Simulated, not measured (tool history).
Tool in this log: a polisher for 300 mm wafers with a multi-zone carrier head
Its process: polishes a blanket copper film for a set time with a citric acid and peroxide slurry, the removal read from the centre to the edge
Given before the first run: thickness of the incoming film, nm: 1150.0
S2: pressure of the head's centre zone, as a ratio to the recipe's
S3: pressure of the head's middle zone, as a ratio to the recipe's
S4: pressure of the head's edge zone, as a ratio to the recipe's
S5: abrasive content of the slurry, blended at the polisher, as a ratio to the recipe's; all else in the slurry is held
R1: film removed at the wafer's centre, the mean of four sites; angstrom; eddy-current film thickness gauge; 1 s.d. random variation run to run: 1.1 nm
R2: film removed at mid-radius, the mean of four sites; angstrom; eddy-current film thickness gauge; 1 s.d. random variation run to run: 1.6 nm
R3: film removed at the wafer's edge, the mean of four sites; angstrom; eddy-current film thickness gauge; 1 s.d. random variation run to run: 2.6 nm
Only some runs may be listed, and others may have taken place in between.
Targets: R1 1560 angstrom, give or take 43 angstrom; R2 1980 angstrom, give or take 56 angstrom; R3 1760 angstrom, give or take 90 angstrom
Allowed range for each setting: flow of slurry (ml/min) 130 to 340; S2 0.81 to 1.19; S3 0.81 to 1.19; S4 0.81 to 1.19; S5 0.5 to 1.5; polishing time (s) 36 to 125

Run 1, day 0: flow of slurry (ml/min) 220, S2 1, S3 1, S4 1, S5 1, polishing time (s) 80. Result: R1 1527.8 angstrom, R2 1418.1 angstrom, R3 1340.2 angstrom.
Run 2, day 0.275: flow of slurry (ml/min) 220, S2 1, S3 0.94, S4 1, S5 1, polishing time (s) 80. Result: R1 1519 angstrom, R2 1363.8 angstrom, R3 1360 angstrom.
Run 3, day 0.596: flow of slurry (ml/min) 220, S2 1, S3 0.94, S4 1, S5 0.9, polishing time (s) 80. Result: R1 1494.6 angstrom, R2 1306.1 angstrom, R3 1337.7 angstrom.
Run 4, day 0.888: flow of slurry (ml/min) 220, S2 0.92, S3 0.94, S4 1, S5 0.9, polishing time (s) 80. Result: R1 1380.8 angstrom, R2 1302.9 angstrom, R3 1327 angstrom.
Run 5, day 1.038: flow of slurry (ml/min) 245, S2 0.92, S3 0.94, S4 1, S5 0.9, polishing time (s) 80. Result: R1 1382.2 angstrom, R2 1327.9 angstrom, R3 1307.5 angstrom.
Run 6, day 1.083: flow of slurry (ml/min) 195, S2 0.92, S3 0.94, S4 1, S5 0.9, polishing time (s) 80. Result: R1 1359.1 angstrom, R2 1291.1 angstrom, R3 1284.2 angstrom.
Run 7, day 1.308: flow of slurry (ml/min) 215, S2 0.89, S3 0.98, S4 1.05, S5 1.05, polishing time (s) 82. Result: R1 1402.9 angstrom, R2 1444.5 angstrom, R3 1441.9 angstrom.
Run 8, day 1.625: flow of slurry (ml/min) 225, S2 0.89, S3 1.03, S4 1.08, S5 1.15, polishing time (s) 82. Result: R1 1448.8 angstrom, R2 1548.5 angstrom, R3 1499.1 angstrom.
Run 9, day 1.662: flow of slurry (ml/min) 235, S2 0.88, S3 1.07, S4 1.11, S5 1.25, polishing time (s) 82. Result: R1 1477.5 angstrom, R2 1645.3 angstrom, R3 1571.7 angstrom.
Run 10, day 1.875: flow of slurry (ml/min) 290, S2 0.84, S3 1.17, S4 1.17, S5 1.5, polishing time (s) 83. Result: R1 1524.4 angstrom, R2 1932.9 angstrom, R3 1780.8 angstrom.

Next run, 4 choices. One meets every target within its allowed miss, the rest don't. Which?
Run A, day 2.088: flow of slurry (ml/min) 240, S2 0.81, S3 1.19, S4 1.13, S5 1.35, polishing time (s) 89. Result: R1 ?, R2 ?, R3 ?.
Run B, day 2.088: flow of slurry (ml/min) 310, S2 0.88, S3 1.07, S4 1.19, S5 1.45, polishing time (s) 86. Result: R1 ?, R2 ?, R3 ?.
Run C, day 2.088: flow of slurry (ml/min) 230, S2 0.86, S3 1.19, S4 1.18, S5 1.5, polishing time (s) 86. Result: R1 ?, R2 ?, R3 ?.
Run D, day 2.088: flow of slurry (ml/min) 285, S2 0.83, S3 1.06, S4 1.19, S5 1.5, polishing time (s) 87. Result: R1 ?, R2 ?, R3 ?.

move      R1      R2      R3
   A  1506.3  2004.9  1681.7
   B  1649.6  1840.7  1731.6
   C  1578.8  1979.4  1700.4
   D  1574.5    1850  1757.1
A: meets the target for the result that was furthest off, but another lies outside its allowed miss
B: lands further from the targets than the last run did
C: every result within its allowed miss
D: lands further from the targets than the last run did
So the answer is move C, the one that meets all the targets.
